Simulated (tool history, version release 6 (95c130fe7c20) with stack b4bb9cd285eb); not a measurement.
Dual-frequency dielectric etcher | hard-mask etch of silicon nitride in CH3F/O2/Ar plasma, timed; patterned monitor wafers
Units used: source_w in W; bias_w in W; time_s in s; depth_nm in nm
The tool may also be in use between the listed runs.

run,hour,source_w,bias_w,time_s,depth_nm
1,0.0,520,56,100.5,73.890
2,3.8,520,56,100.5,73.517
3,5.0,490,55,100.5,70.933
4,10.3,490,55,100.5,70.940
5,15.0,480,55,100.5,70.603
6,17.7,470,55,100.5,69.643

The next listed run, before its measurement:
7,25.2,460,55,100.5,?

depth_nm: 69.523 nm

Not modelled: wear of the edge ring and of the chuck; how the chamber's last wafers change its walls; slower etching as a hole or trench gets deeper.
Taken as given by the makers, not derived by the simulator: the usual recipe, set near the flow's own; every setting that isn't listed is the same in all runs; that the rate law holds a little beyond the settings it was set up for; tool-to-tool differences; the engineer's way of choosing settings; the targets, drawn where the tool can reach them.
